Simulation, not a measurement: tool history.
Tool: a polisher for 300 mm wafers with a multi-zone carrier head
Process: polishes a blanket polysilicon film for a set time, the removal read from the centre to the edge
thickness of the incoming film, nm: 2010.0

run	hour	flow of slurry (ml/min)	pressure of the head's centre zone	pressure of the head's middle zone	pressure of the head's edge zone	polishing time (s)	film removed at the wafer's centre (Å)	film removed at mid-radius (Å)	film removed at the wafer's edge (Å)
1	0.0	215	1.00	1.00	1.00	77	4409.1	4414.2	4389.8
2	6.4	230	0.99	1.06	1.03	80	4626.6	4864.9	4648.1
3	11.2	240	0.97	1.10	1.05	82	4530.4	5188.3	4883.3
4	18.1	250	0.98	1.13	1.05	83	4727.5	5407.1	4895.4
5	25.0	250	0.98	1.05	1.05	83	4717.9	5028.4	4943.3
6	30.6	250	0.98	1.09	1.06	85	4936.8	5336.8	5040.5
7	32.8	255	0.97	1.12	1.07	86	4814.1	5457.8	5078.8

Run 8 comes next. What will it give?
8	33.3	255	0.97	1.14	1.07	87	?	?	?

{"run 8": {"film removed at the wafer's centre (Å)": 4893.3, "film removed at mid-radius (Å)": 5701.6, "film removed at the wafer's edge (Å)": 5212.3}}
